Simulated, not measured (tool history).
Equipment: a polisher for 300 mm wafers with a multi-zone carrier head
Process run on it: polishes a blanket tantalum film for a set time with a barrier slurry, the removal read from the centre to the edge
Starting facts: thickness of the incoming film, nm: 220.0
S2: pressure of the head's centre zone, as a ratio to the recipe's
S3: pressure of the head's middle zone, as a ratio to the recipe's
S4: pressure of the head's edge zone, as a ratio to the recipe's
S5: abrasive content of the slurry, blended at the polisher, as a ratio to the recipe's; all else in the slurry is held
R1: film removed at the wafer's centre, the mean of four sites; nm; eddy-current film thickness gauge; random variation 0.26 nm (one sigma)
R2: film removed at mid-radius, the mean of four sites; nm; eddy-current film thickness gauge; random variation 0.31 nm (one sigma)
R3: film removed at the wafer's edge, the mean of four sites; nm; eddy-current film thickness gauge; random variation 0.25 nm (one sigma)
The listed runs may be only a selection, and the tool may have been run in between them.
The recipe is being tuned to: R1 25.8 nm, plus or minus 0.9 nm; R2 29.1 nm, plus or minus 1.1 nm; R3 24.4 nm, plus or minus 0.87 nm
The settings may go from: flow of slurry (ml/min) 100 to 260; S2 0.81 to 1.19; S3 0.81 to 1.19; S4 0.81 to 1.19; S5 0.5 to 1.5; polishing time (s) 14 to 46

{"run": 1, "hour": 0.0, "flow of slurry (ml/min)": 165, "S2": 1, "S3": 1, "S4": 1, "S5": 1, "polishing time (s)": 30, "R1": 39.412, "R2": 40.953, "R3": 38.485}
{"run": 2, "hour": 3.7, "flow of slurry (ml/min)": 165, "S2": 1, "S3": 1, "S4": 0.98, "S5": 0.95, "polishing time (s)": 29, "R1": 38.398, "R2": 39.525, "R3": 36.1}
{"run": 3, "hour": 11.3, "flow of slurry (ml/min)": 165, "S2": 1, "S3": 1, "S4": 0.98, "S5": 0.75, "polishing time (s)": 29, "R1": 36.29, "R2": 37.209, "R3": 33.74}
{"run": 4, "hour": 13.5, "flow of slurry (ml/min)": 165, "S2": 0.99, "S3": 1, "S4": 0.97, "S5": 0.7, "polishing time (s)": 28, "R1": 33.72, "R2": 34.68, "R3": 32.536}
{"run": 5, "hour": 21.5, "flow of slurry (ml/min)": 165, "S2": 0.99, "S3": 1, "S4": 0.97, "S5": 0.85, "polishing time (s)": 28, "R1": 35.742, "R2": 37.274, "R3": 33.423}
{"run": 6, "hour": 23.2, "flow of slurry (ml/min)": 165, "S2": 0.99, "S3": 1, "S4": 0.94, "S5": 0.85, "polishing time (s)": 28, "R1": 35.351, "R2": 36.999, "R3": 33.42}
{"run": 7, "hour": 25.6, "flow of slurry (ml/min)": 165, "S2": 0.99, "S3": 1.01, "S4": 0.93, "S5": 0.8, "polishing time (s)": 27, "R1": 33.562, "R2": 35.399, "R3": 31.606}
{"run": 8, "hour": 29.8, "flow of slurry (ml/min)": 165, "S2": 0.99, "S3": 1.01, "S4": 0.92, "S5": 0.75, "polishing time (s)": 27, "R1": 33.032, "R2": 34.337, "R3": 30.847}
{"run": 9, "hour": 38.6, "flow of slurry (ml/min)": 165, "S2": 0.99, "S3": 1.02, "S4": 0.91, "S5": 0.7, "polishing time (s)": 27, "R1": 32.307, "R2": 34.559, "R3": 30.254}
{"run": 10, "hour": 42.1, "flow of slurry (ml/min)": 165, "S2": 0.99, "S3": 1.02, "S4": 0.9, "S5": 0.7, "polishing time (s)": 27, "R1": 32.443, "R2": 34.136, "R3": 29.792}
{"run": 11, "hour": 50.8, "flow of slurry (ml/min)": 160, "S2": 0.98, "S3": 1.02, "S4": 0.89, "S5": 0.7, "polishing time (s)": 27, "R1": 31.561, "R2": 33.288, "R3": 29.791}
{"run": 12, "hour": 56.1, "flow of slurry (ml/min)": 160, "S2": 0.98, "S3": 1.03, "S4": 0.88, "S5": 0.7, "polishing time (s)": 27, "R1": 31.33, "R2": 34.599, "R3": 29.294}
{"run": 13, "hour": 63.2, "flow of slurry (ml/min)": 155, "S2": 0.98, "S3": 1.03, "S4": 0.87, "S5": 0.7, "polishing time (s)": 27, "R1": 31.182, "R2": 33.598, "R3": 29.492}
{"run": 14, "hour": 71.2, "flow of slurry (ml/min)": 165, "S2": 0.97, "S3": 1.04, "S4": 0.85, "S5": 0.6, "polishing time (s)": 25, "R1": 28.39, "R2": 30.501, "R3": 25.372}
{"run": 15, "hour": 72.3, "flow of slurry (ml/min)": 160, "S2": 0.97, "S3": 1.04, "S4": 0.85, "S5": 0.6, "polishing time (s)": 25, "R1": 27.721, "R2": 30.649, "R3": 25.62}

Of the 4 settings listed for the next run, only one would bring every result within its allowed miss of target. Which one?
{"run": "A", "hour": 73.4, "flow of slurry (ml/min)": 160, "S2": 0.95, "S3": 1.05, "S4": 0.85, "S5": 0.8, "polishing time (s)": 22, "R1": "?", "R2": "?", "R3": "?"}
{"run": "B", "hour": 73.4, "flow of slurry (ml/min)": 120, "S2": 1.09, "S3": 0.97, "S4": 0.81, "S5": 0.65, "polishing time (s)": 25, "R1": "?", "R2": "?", "R3": "?"}
{"run": "C", "hour": 73.4, "flow of slurry (ml/min)": 160, "S2": 0.96, "S3": 1.19, "S4": 0.84, "S5": 0.55, "polishing time (s)": 24, "R1": "?", "R2": "?", "R3": "?"}
{"run": "D", "hour": 73.4, "flow of slurry (ml/min)": 100, "S2": 0.85, "S3": 0.92, "S4": 0.9, "S5": 0.5, "polishing time (s)": 30, "R1": "?", "R2": "?", "R3": "?"}

move=A R1=26.032 R2=29.364 R3=24.471
move=B R1=30.521 R2=28.177 R3=24.916
move=C R1=25.579 R2=31.755 R3=23.604
move=D R1=25.359 R2=28.933 R3=28.205
A: hits every target within its allowed miss
B: lands further from the targets than the last run did
C: gets the furthest-off result to its target, but another result is out of tolerance
D: gets the furthest-off result to its target, but another result is out of tolerance
So the answer is move A, the one that meets all the targets.

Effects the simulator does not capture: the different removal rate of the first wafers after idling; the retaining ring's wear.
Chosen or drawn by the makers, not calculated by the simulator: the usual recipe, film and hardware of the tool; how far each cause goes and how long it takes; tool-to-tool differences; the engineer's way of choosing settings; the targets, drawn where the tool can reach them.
